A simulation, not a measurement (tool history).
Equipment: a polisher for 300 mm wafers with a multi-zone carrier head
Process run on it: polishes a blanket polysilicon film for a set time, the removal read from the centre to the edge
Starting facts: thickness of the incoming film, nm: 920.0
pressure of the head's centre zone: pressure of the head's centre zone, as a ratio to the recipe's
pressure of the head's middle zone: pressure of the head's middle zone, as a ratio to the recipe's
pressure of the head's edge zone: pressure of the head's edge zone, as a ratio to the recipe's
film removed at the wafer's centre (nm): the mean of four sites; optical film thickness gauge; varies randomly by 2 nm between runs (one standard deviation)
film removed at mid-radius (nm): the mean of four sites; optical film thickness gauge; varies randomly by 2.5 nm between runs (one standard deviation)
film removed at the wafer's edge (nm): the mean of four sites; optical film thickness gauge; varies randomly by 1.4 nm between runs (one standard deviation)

run  hour  flow of slurry (ml/min)  pressure of the head's centre zone  pressure of the head's middle zone  pressure of the head's edge zone  polishing time (s)  film removed at the wafer's centre (nm)  film removed at mid-radius (nm)  film removed at the wafer's edge (nm)
  1     0                      155                                   1                                   1                                 1                  29                                   287.95                           298.55                                 313.04
  2   1.6                      155                                   1                                0.93                                 1                  29                                   287.87                           283.55                                  311.4
  3     7                      115                                   1                                0.93                                 1                  29                                   266.66                           257.25                                 295.68
  4  14.4                       95                                   1                                0.93                                 1                  29                                      247                           244.25                                 282.96
  5  16.6                       95                                   1                                0.93                              1.08                  29                                   242.22                           240.21                                 292.11
  6  17.4                       95                                   1                                0.93                              1.08                  24                                    203.1                           197.01                                  243.9
  7  23.2                      120                                 1.1                                1.01                              0.98                  18                                    174.6                           173.63                                 182.43

Predict the results of run 8:
  8  26.1                      125                                1.11                                1.01                              0.98                  18                                        ?                                ?                                      ?

{"run 8": {"film removed at the wafer's centre (nm)": 179.42, "film removed at mid-radius (nm)": 168.91, "film removed at the wafer's edge (nm)": 184.69}}
